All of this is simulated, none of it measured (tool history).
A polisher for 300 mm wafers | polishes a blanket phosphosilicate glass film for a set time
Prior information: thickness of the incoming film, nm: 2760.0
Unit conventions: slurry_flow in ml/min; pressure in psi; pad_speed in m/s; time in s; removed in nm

Run 1, hour 0.0: slurry_flow 300 ml/min, pressure 2.5 psi, pad_speed 1.08 m/s, slurry_solids 1.00, time 78 s. Result: removed 608.29 nm.
Run 2, hour 8.4: slurry_flow 300 ml/min, pressure 2.5 psi, pad_speed 1.08 m/s, slurry_solids 1.15, time 78 s. Result: removed 630.94 nm.
Run 3, hour 12.8: slurry_flow 300 ml/min, pressure 3.1 psi, pad_speed 1.08 m/s, slurry_solids 1.15, time 78 s. Result: removed 755.94 nm.
Run 4, hour 17.4: slurry_flow 330 ml/min, pressure 3.1 psi, pad_speed 1.08 m/s, slurry_solids 1.15, time 78 s. Result: removed 782.88 nm.
Run 5, hour 22.8: slurry_flow 390 ml/min, pressure 3.1 psi, pad_speed 1.08 m/s, slurry_solids 1.15, time 78 s. Result: removed 793.72 nm.
Run 6, hour 28.6: slurry_flow 390 ml/min, pressure 3.1 psi, pad_speed 0.90 m/s, slurry_solids 1.15, time 78 s. Result: removed 732.41 nm.
Run 7, hour 35.0: slurry_flow 390 ml/min, pressure 2.4 psi, pad_speed 0.80 m/s, slurry_solids 1.15, time 78 s. Result: removed 546.79 nm.

Run 8 has not been measured yet. What should we expect?
Run 8, hour 40.7: slurry_flow 390 ml/min, pressure 2.1 psi, pad_speed 0.78 m/s, slurry_solids 1.15, time 78 s. Result: removed ?.

{"run 8": {"removed": 463.43}}

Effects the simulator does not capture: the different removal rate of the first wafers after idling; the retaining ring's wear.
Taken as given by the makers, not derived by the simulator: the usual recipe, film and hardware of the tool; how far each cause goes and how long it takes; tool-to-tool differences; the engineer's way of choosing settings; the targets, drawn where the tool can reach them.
